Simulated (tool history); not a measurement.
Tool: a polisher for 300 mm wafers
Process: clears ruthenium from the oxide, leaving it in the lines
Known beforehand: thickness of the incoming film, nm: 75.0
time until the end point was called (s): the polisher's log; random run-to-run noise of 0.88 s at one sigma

| run | hour | flow of slurry (ml/min) | pressure of the wafer on the pad (kPa) | speed of the pad under the wafer (cm/s) | overpolish time after the end point (s) | time until the end point was called (s) |
|---|---|---|---|---|---|---|
| 1 | 0.0 | 180 | 13.1 | 88 | 3 | 83.337 |
| 2 | 7.9 | 180 | 13.8 | 88 | 3 | 79.974 |
| 3 | 15.0 | 180 | 15.9 | 88 | 3 | 71.891 |
| 4 | 21.1 | 180 | 15.9 | 88 | 3 | 68.734 |
| 5 | 27.4 | 180 | 16.5 | 88 | 3 | 66.337 |
| 6 | 30.1 | 135 | 16.5 | 88 | 3 | 71.394 |

For run 7, what comes out?
| 7 | 37.3 | 140 | 17.2 | 88 | 3 | ? |

time until the end point was called (s): 66.437

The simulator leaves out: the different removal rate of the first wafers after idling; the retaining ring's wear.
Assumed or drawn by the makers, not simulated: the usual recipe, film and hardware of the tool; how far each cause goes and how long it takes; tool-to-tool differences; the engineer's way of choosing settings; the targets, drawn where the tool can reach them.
